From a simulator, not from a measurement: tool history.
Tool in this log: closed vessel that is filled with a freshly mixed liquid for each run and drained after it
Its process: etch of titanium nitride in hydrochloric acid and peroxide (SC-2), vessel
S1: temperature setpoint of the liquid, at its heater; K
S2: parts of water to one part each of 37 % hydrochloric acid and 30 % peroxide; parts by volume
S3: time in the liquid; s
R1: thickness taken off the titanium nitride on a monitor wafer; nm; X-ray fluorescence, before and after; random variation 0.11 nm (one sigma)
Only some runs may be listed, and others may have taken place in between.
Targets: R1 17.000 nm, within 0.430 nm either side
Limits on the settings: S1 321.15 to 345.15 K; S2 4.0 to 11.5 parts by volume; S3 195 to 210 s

run	hour	S1	S2	S3	R1
1	0.0	337.15	6.5	195	25.335
2	4.9	337.15	8.0	195	21.480
3	5.9	337.15	8.0	210	23.280
4	12.3	341.15	8.0	210	29.954
5	17.9	338.15	8.0	210	25.206
6	19.7	336.15	8.0	210	21.942
7	25.8	334.65	8.0	210	19.783
8	30.5	334.15	8.0	210	19.375
9	38.1	333.65	8.0	210	18.585
10	45.7	333.15	8.0	210	17.945
11	52.8	332.65	8.0	210	17.767
12	55.5	332.65	8.0	210	17.619

5 next moves are on the table. One of them brings every result within its allowed miss. Which?
A	58.2	333.65	8.0	205	?
B	58.2	331.65	7.0	195	?
C	58.2	337.65	11.0	210	?
D	58.2	331.15	7.0	210	?
E	58.2	332.15	7.5	210	?

move	R1
A	18.407
B	17.154
C	18.572
D	17.897
E	18.063
A: its largest miss is bigger than the last run's
B: all results in spec
C: its largest miss is bigger than the last run's
D: its largest miss is bigger than the last run's
E: its largest miss is bigger than the last run's
B is the move that brings every result within its allowed miss.
